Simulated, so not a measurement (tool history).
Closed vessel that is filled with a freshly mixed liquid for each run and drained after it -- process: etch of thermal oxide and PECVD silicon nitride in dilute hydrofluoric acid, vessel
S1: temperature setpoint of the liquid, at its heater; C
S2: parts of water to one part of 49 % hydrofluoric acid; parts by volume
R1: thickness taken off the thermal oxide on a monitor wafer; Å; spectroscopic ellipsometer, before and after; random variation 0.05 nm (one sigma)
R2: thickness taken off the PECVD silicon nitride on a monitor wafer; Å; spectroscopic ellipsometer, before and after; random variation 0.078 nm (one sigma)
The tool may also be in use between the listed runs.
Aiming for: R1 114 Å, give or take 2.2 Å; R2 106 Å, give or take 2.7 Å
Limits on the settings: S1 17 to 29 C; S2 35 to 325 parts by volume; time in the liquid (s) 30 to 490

run 1 day=0 | S1=21 S2=180 time_in_the_liquid_(s)=250 | R1=57.292 R2=59.307
run 2 day=0.083 | S1=21 S2=180 time_in_the_liquid_(s)=165 | R1=37.359 R2=39.564
run 3 day=0.258 | S1=21 S2=165 time_in_the_liquid_(s)=165 | R1=42.034 R2=43.003
run 4 day=0.333 | S1=18.5 S2=165 time_in_the_liquid_(s)=165 | R1=37.944 R2=36.718
run 5 day=0.454 | S1=20.5 S2=165 time_in_the_liquid_(s)=165 | R1=40.965 R2=41.44
run 6 day=0.65 | S1=20.5 S2=165 time_in_the_liquid_(s)=215 | R1=53.474 R2=54.185
run 7 day=0.712 | S1=20.5 S2=155 time_in_the_liquid_(s)=215 | R1=57.974 R2=57.093
run 8 day=1.038 | S1=21 S2=145 time_in_the_liquid_(s)=215 | R1=63.999 R2=64.527

Which of these 4 next moves meets every target?
run A day=1.362 | S1=26 S2=150 time_in_the_liquid_(s)=295 | R1=? R2=?
run B day=1.362 | S1=19 S2=120 time_in_the_liquid_(s)=340 | R1=? R2=?
run C day=1.362 | S1=19 S2=85 time_in_the_liquid_(s)=305 | R1=? R2=?
run D day=1.362 | S1=22 S2=100 time_in_the_liquid_(s)=225 | R1=? R2=?

move=A R1=100.84 R2=116.86
move=B R1=114.21 R2=105.86
move=C R1=150.25 R2=132.84
move=D R1=104.76 R2=102.53
A: gains on the last run, yet a result remains outside its allowed miss
B: all results in spec
C: moves the result that the last run missed by most past its target, out the other side
D: gains on the last run, yet a result remains outside its allowed miss
So the answer is move B, the one that meets all the targets.
